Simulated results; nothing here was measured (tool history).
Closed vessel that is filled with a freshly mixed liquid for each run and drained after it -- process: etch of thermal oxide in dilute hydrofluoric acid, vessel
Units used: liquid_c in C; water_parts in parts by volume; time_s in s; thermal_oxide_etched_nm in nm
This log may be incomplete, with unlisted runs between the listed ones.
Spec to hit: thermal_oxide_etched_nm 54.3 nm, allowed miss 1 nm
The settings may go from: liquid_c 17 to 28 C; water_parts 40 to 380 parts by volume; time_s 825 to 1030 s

run 1 day=0 | liquid_c=20 water_parts=210 time_s=1030 | thermal_oxide_etched_nm=16.484
run 2 day=0.146 | liquid_c=22 water_parts=175 time_s=1030 | thermal_oxide_etched_nm=22.175
run 3 day=0.488 | liquid_c=22 water_parts=175 time_s=825 | thermal_oxide_etched_nm=17.695
run 4 day=0.658 | liquid_c=23.5 water_parts=145 time_s=870 | thermal_oxide_etched_nm=24.622
run 5 day=0.758 | liquid_c=23.5 water_parts=145 time_s=1030 | thermal_oxide_etched_nm=29.256
run 6 day=0.962 | liquid_c=20 water_parts=145 time_s=1030 | thermal_oxide_etched_nm=25.254
run 7 day=1.267 | liquid_c=21.5 water_parts=125 time_s=1030 | thermal_oxide_etched_nm=32.131
run 8 day=1.588 | liquid_c=23 water_parts=115 time_s=1030 | thermal_oxide_etched_nm=37.453
-- day=1.625 thermometer replaced
run 9 day=1.625 | liquid_c=24 water_parts=110 time_s=1030 | thermal_oxide_etched_nm=43.797
run 10 day=1.833 | liquid_c=25 water_parts=110 time_s=1030 | thermal_oxide_etched_nm=46.048
run 11 day=1.954 | liquid_c=28 water_parts=100 time_s=1030 | thermal_oxide_etched_nm=57.287
run 12 day=2.321 | liquid_c=27.5 water_parts=100 time_s=1030 | thermal_oxide_etched_nm=56.345
run 13 day=2.483 | liquid_c=27 water_parts=100 time_s=1030 | thermal_oxide_etched_nm=55.141

Which of these 4 next moves meets every target?
run A day=2.646 | liquid_c=24 water_parts=85 time_s=940 | thermal_oxide_etched_nm=?
run B day=2.646 | liquid_c=27.5 water_parts=95 time_s=970 | thermal_oxide_etched_nm=?
run C day=2.646 | liquid_c=25 water_parts=90 time_s=1030 | thermal_oxide_etched_nm=?
run D day=2.646 | liquid_c=27 water_parts=95 time_s=1000 | thermal_oxide_etched_nm=?

move=A thermal_oxide_etched_nm=54.058
move=B thermal_oxide_etched_nm=56.53
move=C thermal_oxide_etched_nm=57.847
move=D thermal_oxide_etched_nm=57.164
A: hits every target within its allowed miss
B: the biggest miss grows against the last run
C: the biggest miss grows against the last run
D: the biggest miss grows against the last run
Answer: A
